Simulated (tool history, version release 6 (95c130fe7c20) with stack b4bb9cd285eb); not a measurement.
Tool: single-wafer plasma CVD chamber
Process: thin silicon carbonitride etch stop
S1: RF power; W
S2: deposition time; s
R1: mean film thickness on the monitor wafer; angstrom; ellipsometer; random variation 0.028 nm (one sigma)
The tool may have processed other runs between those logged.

run	day	S1	S2	R1
1	0.000	270	7.06	45.820
2	0.350	270	7.54	49.099
3	0.725	275	7.56	49.240
4	0.929	260	7.56	48.796
5	1.262	285	7.56	49.644
6	1.504	290	7.60	50.494
7	1.592	295	7.62	50.495
8	1.712	300	7.64	50.968
9	1.971	300	7.66	51.242
10	2.338	300	7.67	51.670

Run 11 is up next; what results do you expect?
11	2.367	300	7.68	?

R1: 51.396 angstrom
